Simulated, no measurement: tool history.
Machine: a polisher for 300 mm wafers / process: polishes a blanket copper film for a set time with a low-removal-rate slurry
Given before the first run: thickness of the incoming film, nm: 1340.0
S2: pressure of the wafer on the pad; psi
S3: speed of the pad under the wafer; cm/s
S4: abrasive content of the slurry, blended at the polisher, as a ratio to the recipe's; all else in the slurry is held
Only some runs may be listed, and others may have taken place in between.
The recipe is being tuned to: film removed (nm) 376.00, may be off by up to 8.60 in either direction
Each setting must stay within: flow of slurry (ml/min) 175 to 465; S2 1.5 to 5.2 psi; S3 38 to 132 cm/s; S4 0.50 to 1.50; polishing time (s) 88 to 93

run 1 day=0.000 | flow_of_slurry_(ml/min)=295 S2=3.3 S3=84 S4=1.00 polishing_time_(s)=88 | film_removed_(nm)=283.15
run 2 day=0.062 | flow_of_slurry_(ml/min)=295 S2=3.3 S3=84 S4=0.90 polishing_time_(s)=88 | film_removed_(nm)=277.81
run 3 day=0.271 | flow_of_slurry_(ml/min)=295 S2=2.5 S3=84 S4=0.90 polishing_time_(s)=88 | film_removed_(nm)=212.97
run 4 day=0.600 | flow_of_slurry_(ml/min)=295 S2=2.5 S3=62 S4=0.90 polishing_time_(s)=88 | film_removed_(nm)=158.24
run 5 day=0.700 | flow_of_slurry_(ml/min)=300 S2=3.0 S3=62 S4=0.90 polishing_time_(s)=88 | film_removed_(nm)=188.80
run 6 day=0.842 | flow_of_slurry_(ml/min)=375 S2=3.0 S3=62 S4=0.90 polishing_time_(s)=88 | film_removed_(nm)=195.34
run 7 day=0.992 | flow_of_slurry_(ml/min)=380 S2=3.4 S3=62 S4=0.90 polishing_time_(s)=88 | film_removed_(nm)=217.59
run 8 day=1.125 | flow_of_slurry_(ml/min)=380 S2=3.7 S3=62 S4=0.90 polishing_time_(s)=88 | film_removed_(nm)=237.00
run 9 day=1.467 | flow_of_slurry_(ml/min)=385 S2=4.0 S3=62 S4=0.90 polishing_time_(s)=88 | film_removed_(nm)=256.76
run 10 day=1.733 | flow_of_slurry_(ml/min)=390 S2=4.2 S3=62 S4=0.90 polishing_time_(s)=88 | film_removed_(nm)=266.73

Which single option among these 5 for the next run brings every result within its allowed miss of target? Just one does.
run A day=2.000 | flow_of_slurry_(ml/min)=405 S2=4.8 S3=74 S4=1.15 polishing_time_(s)=93 | film_removed_(nm)=?
run B day=2.000 | flow_of_slurry_(ml/min)=380 S2=4.4 S3=70 S4=1.00 polishing_time_(s)=90 | film_removed_(nm)=?
run C day=2.000 | flow_of_slurry_(ml/min)=405 S2=4.3 S3=76 S4=1.00 polishing_time_(s)=93 | film_removed_(nm)=?
run D day=2.000 | flow_of_slurry_(ml/min)=425 S2=4.6 S3=74 S4=0.95 polishing_time_(s)=93 | film_removed_(nm)=?
run E day=2.000 | flow_of_slurry_(ml/min)=375 S2=4.3 S3=70 S4=1.00 polishing_time_(s)=93 | film_removed_(nm)=?

move=A film_removed_(nm)=396.61
move=B film_removed_(nm)=325.64
move=C film_removed_(nm)=357.69
move=D film_removed_(nm)=370.63
move=E film_removed_(nm)=328.72
A: moves the result that the last run missed by most past its target, out the other side
B: closer than the last run, but not yet in spec
C: closer than the last run, but not yet in spec
D: meets every target
E: closer than the last run, but not yet in spec
So the answer is move D, the one that meets all the targets.
